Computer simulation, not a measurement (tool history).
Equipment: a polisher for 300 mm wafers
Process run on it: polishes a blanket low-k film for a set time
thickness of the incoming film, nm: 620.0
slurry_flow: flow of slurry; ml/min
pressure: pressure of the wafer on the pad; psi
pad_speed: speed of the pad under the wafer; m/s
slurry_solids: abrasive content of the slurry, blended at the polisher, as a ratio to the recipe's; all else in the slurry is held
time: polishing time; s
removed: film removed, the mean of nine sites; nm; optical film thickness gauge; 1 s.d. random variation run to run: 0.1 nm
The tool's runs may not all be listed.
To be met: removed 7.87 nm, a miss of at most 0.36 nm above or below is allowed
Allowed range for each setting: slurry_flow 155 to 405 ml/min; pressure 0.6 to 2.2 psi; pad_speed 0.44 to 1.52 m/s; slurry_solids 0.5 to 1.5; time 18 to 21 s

{"run": 1, "hour": 0.0, "slurry_flow": 260, "pressure": 1.4, "pad_speed": 0.98, "slurry_solids": 1, "time": 21, "removed": 5.277}
{"run": 2, "hour": 0.9, "slurry_flow": 260, "pressure": 1.5, "pad_speed": 0.98, "slurry_solids": 1, "time": 21, "removed": 5.3802}
{"run": 3, "hour": 3.5, "slurry_flow": 260, "pressure": 1.6, "pad_speed": 1, "slurry_solids": 1, "time": 21, "removed": 6.054}
{"run": 4, "hour": 9.0, "slurry_flow": 260, "pressure": 1.7, "pad_speed": 1, "slurry_solids": 1, "time": 21, "removed": 6.2129}
{"run": 5, "hour": 11.2, "slurry_flow": 260, "pressure": 1.8, "pad_speed": 1, "slurry_solids": 1, "time": 21, "removed": 6.5823}
{"run": 6, "hour": 17.3, "slurry_flow": 260, "pressure": 1.8, "pad_speed": 0.76, "slurry_solids": 1, "time": 21, "removed": 5.2665}
{"run": 7, "hour": 25.2, "slurry_flow": 260, "pressure": 1.9, "pad_speed": 0.8, "slurry_solids": 1, "time": 21, "removed": 5.6512}
{"run": 8, "hour": 27.8, "slurry_flow": 260, "pressure": 2, "pad_speed": 0.84, "slurry_solids": 1, "time": 21, "removed": 6.2725}
{"run": 9, "hour": 31.2, "slurry_flow": 260, "pressure": 2, "pad_speed": 0.86, "slurry_solids": 1, "time": 21, "removed": 6.3865}
{"run": 10, "hour": 36.3, "slurry_flow": 260, "pressure": 2, "pad_speed": 0.88, "slurry_solids": 1, "time": 21, "removed": 6.3925}
{"run": 11, "hour": 39.8, "slurry_flow": 260, "pressure": 2, "pad_speed": 0.9, "slurry_solids": 1, "time": 21, "removed": 6.4838}
{"run": 12, "hour": 44.7, "slurry_flow": 260, "pressure": 2, "pad_speed": 0.92, "slurry_solids": 1, "time": 21, "removed": 6.638}

Next run, 5 choices. One meets every target within its allowed miss, the rest don't. Which?
{"run": "A", "hour": 49.6, "slurry_flow": 265, "pressure": 1.8, "pad_speed": 1.16, "slurry_solids": 1, "time": 20, "removed": "?"}
{"run": "B", "hour": 49.6, "slurry_flow": 230, "pressure": 2.2, "pad_speed": 0.84, "slurry_solids": 1.1, "time": 21, "removed": "?"}
{"run": "C", "hour": 49.6, "slurry_flow": 225, "pressure": 2.2, "pad_speed": 1.14, "slurry_solids": 1, "time": 19, "removed": "?"}
{"run": "D", "hour": 49.6, "slurry_flow": 295, "pressure": 2.1, "pad_speed": 1.18, "slurry_solids": 1.05, "time": 21, "removed": "?"}
{"run": "E", "hour": 49.6, "slurry_flow": 245, "pressure": 1.8, "pad_speed": 0.9, "slurry_solids": 0.9, "time": 19, "removed": "?"}

move=A removed=7.0692
move=B removed=7.104
move=C removed=7.7257
move=D removed=8.9276
move=E removed=5.0608
A: gains on the last run, yet a result remains outside its allowed miss
B: gains on the last run, yet a result remains outside its allowed miss
C: all results land within tolerance of their targets
D: takes the biggest miss from the last run beyond its target
E: the biggest miss grows against the last run
So the answer is move C, the one that meets all the targets.
